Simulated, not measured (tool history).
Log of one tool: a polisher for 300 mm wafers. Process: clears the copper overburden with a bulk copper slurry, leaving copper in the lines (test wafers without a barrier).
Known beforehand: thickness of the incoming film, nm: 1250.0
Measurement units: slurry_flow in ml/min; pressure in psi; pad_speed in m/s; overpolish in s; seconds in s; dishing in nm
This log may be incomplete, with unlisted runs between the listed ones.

| run | hour | slurry_flow | pressure | pad_speed | slurry_solids | overpolish | seconds | dishing |
|---|---|---|---|---|---|---|---|---|
| 1 | 0.0 | 245 | 2.5 | 1.28 | 1.0 | 18 | 103.580 | 83.852 |
| 2 | 7.7 | 245 | 1.9 | 1.28 | 1.0 | 18 | 133.810 | 75.640 |
| 3 | 11.0 | 245 | 1.9 | 1.28 | 0.9 | 18 | 138.370 | 72.659 |
| 4 | 18.3 | 245 | 2.4 | 1.28 | 0.9 | 18 | 107.810 | 82.538 |
| 5 | 22.5 | 245 | 2.7 | 1.30 | 0.9 | 18 | 94.204 | 85.554 |
| 6 | 30.0 | 245 | 3.1 | 1.30 | 0.9 | 18 | 83.357 | 93.827 |
| 7 | 31.1 | 245 | 3.3 | 1.34 | 0.9 | 18 | 76.762 | 96.496 |
| 8 | 36.5 | 245 | 3.4 | 1.38 | 0.9 | 18 | 73.212 | 97.768 |
| 9 | 39.3 | 245 | 3.5 | 1.42 | 0.9 | 18 | 67.568 | 101.300 |

For run 10, what comes out?
| 10 | 46.1 | 245 | 3.9 | 1.48 | 0.9 | 17 | ? | ? |

Run 10 yielded seconds 59.731 s, dishing 104.130 nm.
